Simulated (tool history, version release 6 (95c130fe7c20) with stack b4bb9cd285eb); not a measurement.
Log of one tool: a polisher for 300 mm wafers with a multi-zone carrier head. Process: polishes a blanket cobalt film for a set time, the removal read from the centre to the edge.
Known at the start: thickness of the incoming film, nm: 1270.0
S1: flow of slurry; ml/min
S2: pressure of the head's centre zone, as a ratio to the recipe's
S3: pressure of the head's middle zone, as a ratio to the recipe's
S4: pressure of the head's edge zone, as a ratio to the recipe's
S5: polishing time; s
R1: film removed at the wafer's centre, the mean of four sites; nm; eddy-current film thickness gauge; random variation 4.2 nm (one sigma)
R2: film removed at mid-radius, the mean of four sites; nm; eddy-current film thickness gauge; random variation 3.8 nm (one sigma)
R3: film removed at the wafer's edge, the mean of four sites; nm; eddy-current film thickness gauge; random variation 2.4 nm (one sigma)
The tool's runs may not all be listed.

run    day   S1    S2    S3    S4  S5      R1      R2      R3
  1      0  165     1     1     1  79  368.07  363.92  384.16
  2  0.304  155  0.98  0.97  0.97  78  352.66  345.53  368.67
  3  0.404  155  0.98  0.89  0.97  78  347.76  340.37  368.34
  4  0.783  155  0.98  0.89  0.97  67  303.72  286.84  317.23
  5  0.925  155  1.03  0.89  0.97  67  319.87  285.16   316.7
  6  1.058  155  1.03  0.89  0.97  75  351.91  319.98  347.67

Run 7 comes next. What will it give?
  7  1.1  145  1.01  0.88  0.96  74   ?   ?   ?

{"run 7": {"R1": 343.07, "R2": 309, "R3": 343.73}}
